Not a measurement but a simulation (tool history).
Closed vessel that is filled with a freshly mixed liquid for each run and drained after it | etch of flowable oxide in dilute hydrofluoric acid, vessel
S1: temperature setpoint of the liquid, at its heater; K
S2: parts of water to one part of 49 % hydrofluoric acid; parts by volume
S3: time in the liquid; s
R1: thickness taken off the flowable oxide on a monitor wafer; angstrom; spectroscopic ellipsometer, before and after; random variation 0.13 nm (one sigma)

run  hour      S1  S2  S3      R1
  1     0  295.15  70  30  103.39
  2   3.8  295.15  70  30  103.44
  3  11.1  295.15  60  30  121.75
  4  19.4  296.15  60  30   125.1
  5  20.7  297.15  60  30  131.37
  6  29.3  297.15  60  30  130.99
  7  32.2  298.15  60  30   135.7

Run 8, settings as shown, results not yet in. Your forecast:
  8  38.9  298.65  60  30   ?

R1: 139.57 angstrom

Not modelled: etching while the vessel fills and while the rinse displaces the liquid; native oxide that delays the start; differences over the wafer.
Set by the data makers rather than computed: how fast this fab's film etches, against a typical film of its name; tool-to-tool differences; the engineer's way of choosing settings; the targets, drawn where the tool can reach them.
